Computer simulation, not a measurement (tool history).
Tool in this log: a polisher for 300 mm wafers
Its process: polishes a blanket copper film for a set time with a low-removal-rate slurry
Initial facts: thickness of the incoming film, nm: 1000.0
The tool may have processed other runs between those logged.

run,day,flow of slurry (ml/min),pressure of the wafer on the pad (kPa),speed of the pad under the wafer (cm/s),abrasive content of the slurry,polishing time (s),film removed (Å)
1,0,300,15.9,132,1,82,2223.3
2,0.25,300,15.2,132,1,82,2066.8
3,0.325,300,14.5,132,1,82,2076.1
4,0.417,370,14.5,132,1,82,2151
5,0.558,305,14.5,132,1,82,2084.7
6,0.646,305,16.5,132,1,82,2322.1
7,0.896,300,15.9,132,1,82,2194.3
8,0.917,295,15.2,132,1,82,2143.9
9,1.221,295,14.5,132,1,82,2071.4

Estimate the outcome of run 10 from the log above:
10,1.462,295,13.8,132,1,82,?

Run 10 yielded film removed (Å) 2001.4.
